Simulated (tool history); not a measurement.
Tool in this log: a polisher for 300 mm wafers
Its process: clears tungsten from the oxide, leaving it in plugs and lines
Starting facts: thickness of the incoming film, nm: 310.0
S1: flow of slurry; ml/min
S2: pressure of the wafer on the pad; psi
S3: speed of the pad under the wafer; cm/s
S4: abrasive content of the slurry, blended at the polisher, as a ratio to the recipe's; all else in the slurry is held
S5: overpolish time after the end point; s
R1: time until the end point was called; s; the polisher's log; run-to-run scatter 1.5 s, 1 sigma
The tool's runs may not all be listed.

| run | hour | S1 | S2 | S3 | S4 | S5 | R1 |
|---|---|---|---|---|---|---|---|
| 1 | 0 | 135 | 4.2 | 110 | 1 | 8 | 54.577 |
| 2 | 0.7 | 135 | 4.2 | 130 | 1 | 8 | 47.738 |
| 3 | 4.8 | 160 | 4.2 | 130 | 1 | 8 | 46.003 |
| 4 | 7.9 | 160 | 3.8 | 128 | 1 | 8 | 48.969 |
| 5 | 10.6 | 160 | 3.8 | 128 | 0.8 | 8 | 52.709 |
| 6 | 11.1 | 160 | 3.4 | 128 | 0.8 | 8 | 58.361 |

Predict the results of run 7:
| 7 | 14.1 | 160 | 3.2 | 128 | 0.8 | 8 | ? |

{"run 7": {"R1": 62.321}}
